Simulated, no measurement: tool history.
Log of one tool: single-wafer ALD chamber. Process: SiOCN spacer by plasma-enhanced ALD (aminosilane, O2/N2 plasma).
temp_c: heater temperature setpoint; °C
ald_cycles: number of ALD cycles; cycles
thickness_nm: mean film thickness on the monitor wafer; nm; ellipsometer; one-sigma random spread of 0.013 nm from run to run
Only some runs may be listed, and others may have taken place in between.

run  hour  temp_c  ald_cycles  thickness_nm
  1     0     425          61        3.2115
  2   8.1     429          61        3.1684
  3   9.5     425          61        3.1847
  4  14.9     426          57        2.9825
  5    19     426          61        3.2003
  6  23.4     429          57        2.9754
  7  29.7     430          54         2.791
  8  38.2     432          52         2.685
  9  44.6     434          51        2.5898
 10  50.6     436          51        2.6007
 11  54.3     437          50        2.5386
 12    63     444          48        2.3487

Run 13 has not been measured yet. What should we expect?
 13  63.6     443          48             ?

thickness_nm: 2.3825 nm

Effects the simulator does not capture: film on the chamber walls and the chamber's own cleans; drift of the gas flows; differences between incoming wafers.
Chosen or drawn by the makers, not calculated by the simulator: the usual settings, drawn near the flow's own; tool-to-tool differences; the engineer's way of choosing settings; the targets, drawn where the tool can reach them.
